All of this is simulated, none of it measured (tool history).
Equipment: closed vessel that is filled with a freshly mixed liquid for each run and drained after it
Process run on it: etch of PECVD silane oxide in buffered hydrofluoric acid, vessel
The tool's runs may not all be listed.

run,hour,temperature setpoint of the liquid (°C),parts of 40 % ammonium fluoride to one part of 49 % hydrofluoric acid (parts by volume),time in the liquid (s),thickness taken off the PECVD silane oxide on a monitor wafer (Å)
1,0,21,14.5,35,329.79
2,2.8,20.5,15.5,35,301.31
3,9.8,20.5,19,35,243.86
4,15.5,17.5,19,35,204.58
5,24.1,17.5,19.5,35,203.29
6,27.4,17,19.5,35,195.44
7,29.8,17,20,35,192.36

For run 8, what comes out?
8,35.9,17,20.5,35,?

Run 8 came out at thickness taken off the PECVD silane oxide on a monitor wafer (Å) 187.68.
